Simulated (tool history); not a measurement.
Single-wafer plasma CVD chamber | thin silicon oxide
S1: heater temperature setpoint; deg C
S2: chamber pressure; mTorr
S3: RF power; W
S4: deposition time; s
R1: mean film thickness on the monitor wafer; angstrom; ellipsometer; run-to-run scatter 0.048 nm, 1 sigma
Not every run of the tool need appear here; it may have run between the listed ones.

Run 1, hour 0: S1 395 deg C, S2 837 mTorr, S3 220 W, S4 14.8 s. Result: R1 245.38 angstrom.
Run 2, hour 8.9: S1 395 deg C, S2 904 mTorr, S3 220 W, S4 14.8 s. Result: R1 263.21 angstrom.
Run 3, hour 17.6: S1 395 deg C, S2 830 mTorr, S3 210 W, S4 14.8 s. Result: R1 240.86 angstrom.
Run 4, hour 26.5: S1 395 deg C, S2 830 mTorr, S3 210 W, S4 15.2 s. Result: R1 247.17 angstrom.
Run 5, hour 32.7: S1 395 deg C, S2 830 mTorr, S3 210 W, S4 15.2 s. Result: R1 247.73 angstrom.
Run 6, hour 34.6: S1 395 deg C, S2 830 mTorr, S3 235 W, S4 15.2 s. Result: R1 255.14 angstrom.
Run 7, hour 39.8: S1 397 deg C, S2 769 mTorr, S3 220 W, S4 15.1 s. Result: R1 230.61 angstrom.

Forecast run 8:
Run 8, hour 46.5: S1 398 deg C, S2 720 mTorr, S3 210 W, S4 15.1 s. Result: R1 ?.

Logged for run 8: R1 210.88 angstrom.
